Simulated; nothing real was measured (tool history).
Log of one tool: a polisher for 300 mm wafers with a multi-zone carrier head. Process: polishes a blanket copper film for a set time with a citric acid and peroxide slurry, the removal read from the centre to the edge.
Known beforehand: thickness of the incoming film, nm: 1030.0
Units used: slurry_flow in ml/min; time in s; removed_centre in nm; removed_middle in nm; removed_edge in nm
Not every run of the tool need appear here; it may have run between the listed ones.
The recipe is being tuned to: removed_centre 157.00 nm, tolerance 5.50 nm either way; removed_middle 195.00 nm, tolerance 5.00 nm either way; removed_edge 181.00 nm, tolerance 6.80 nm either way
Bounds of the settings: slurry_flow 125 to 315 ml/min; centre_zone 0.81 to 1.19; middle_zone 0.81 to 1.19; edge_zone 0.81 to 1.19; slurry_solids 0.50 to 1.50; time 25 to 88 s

run 1 hour=0.0 | slurry_flow=205 centre_zone=1.00 middle_zone=1.00 edge_zone=1.00 slurry_solids=1.00 time=56 | removed_centre=141.07 removed_middle=147.89 removed_edge=145.49
run 2 hour=7.4 | slurry_flow=210 centre_zone=0.99 middle_zone=1.03 edge_zone=1.03 slurry_solids=1.05 time=56 | removed_centre=143.04 removed_middle=155.42 removed_edge=147.89
run 3 hour=15.7 | slurry_flow=240 centre_zone=0.99 middle_zone=1.03 edge_zone=1.03 slurry_solids=1.05 time=56 | removed_centre=144.26 removed_middle=158.64 removed_edge=150.50
run 4 hour=19.2 | slurry_flow=245 centre_zone=0.98 middle_zone=1.04 edge_zone=1.05 slurry_solids=1.10 time=56 | removed_centre=146.26 removed_middle=162.48 removed_edge=152.19
run 5 hour=25.1 | slurry_flow=245 centre_zone=0.98 middle_zone=1.04 edge_zone=1.05 slurry_solids=1.10 time=42 | removed_centre=110.17 removed_middle=120.39 removed_edge=113.09
run 6 hour=32.5 | slurry_flow=245 centre_zone=0.98 middle_zone=1.04 edge_zone=1.05 slurry_solids=1.25 time=42 | removed_centre=114.63 removed_middle=123.36 removed_edge=115.99
run 7 hour=33.6 | slurry_flow=240 centre_zone=0.96 middle_zone=1.05 edge_zone=1.07 slurry_solids=1.30 time=45 | removed_centre=123.56 removed_middle=137.84 removed_edge=129.20
run 8 hour=39.9 | slurry_flow=235 centre_zone=0.95 middle_zone=1.06 edge_zone=1.08 slurry_solids=1.35 time=47 | removed_centre=128.18 removed_middle=144.03 removed_edge=133.62
run 9 hour=47.4 | slurry_flow=235 centre_zone=0.93 middle_zone=1.06 edge_zone=1.09 slurry_solids=1.40 time=49 | removed_centre=131.95 removed_middle=154.60 removed_edge=143.87
run 10 hour=51.3 | slurry_flow=235 centre_zone=0.93 middle_zone=1.07 edge_zone=1.10 slurry_solids=1.40 time=50 | removed_centre=132.54 removed_middle=156.70 removed_edge=147.84
run 11 hour=57.7 | slurry_flow=235 centre_zone=0.93 middle_zone=1.08 edge_zone=1.11 slurry_solids=1.40 time=51 | removed_centre=136.54 removed_middle=161.95 removed_edge=153.20
run 12 hour=58.9 | slurry_flow=240 centre_zone=0.93 middle_zone=1.10 edge_zone=1.12 slurry_solids=1.40 time=52 | removed_centre=140.61 removed_middle=168.49 removed_edge=157.39
run 13 hour=60.6 | slurry_flow=240 centre_zone=0.93 middle_zone=1.11 edge_zone=1.13 slurry_solids=1.40 time=53 | removed_centre=140.33 removed_middle=171.47 removed_edge=156.22
run 14 hour=63.6 | slurry_flow=240 centre_zone=0.93 middle_zone=1.11 edge_zone=1.14 slurry_solids=1.40 time=54 | removed_centre=142.86 removed_middle=172.26 removed_edge=161.77
run 15 hour=65.0 | slurry_flow=240 centre_zone=0.93 middle_zone=1.11 edge_zone=1.14 slurry_solids=1.40 time=55 | removed_centre=147.36 removed_middle=180.61 removed_edge=164.09

Which of these 4 next moves meets every target?
run A hour=66.4 | slurry_flow=230 centre_zone=0.94 middle_zone=1.14 edge_zone=1.19 slurry_solids=1.25 time=61 | removed_centre=? removed_middle=? removed_edge=?
run B hour=66.4 | slurry_flow=210 centre_zone=0.90 middle_zone=0.99 edge_zone=1.17 slurry_solids=1.25 time=69 | removed_centre=? removed_middle=? removed_edge=?
run C hour=66.4 | slurry_flow=215 centre_zone=0.89 middle_zone=1.00 edge_zone=1.18 slurry_solids=1.50 time=65 | removed_centre=? removed_middle=? removed_edge=?
run D hour=66.4 | slurry_flow=245 centre_zone=0.90 middle_zone=1.07 edge_zone=1.18 slurry_solids=1.50 time=63 | removed_centre=? removed_middle=? removed_edge=?

move=A removed_centre=160.07 removed_middle=198.89 removed_edge=178.56
move=B removed_centre=171.06 removed_middle=197.41 removed_edge=199.55
move=C removed_centre=168.45 removed_middle=198.21 removed_edge=199.10
move=D removed_centre=167.95 removed_middle=206.50 removed_edge=194.95
A: each result inside its tolerance
B: the worst result of the last run now meets its target, but another is out of spec
C: the worst result of the last run now meets its target, but another is out of spec
D: carries the result that was furthest off beyond its target, to the other side
The move that meets every target is A.
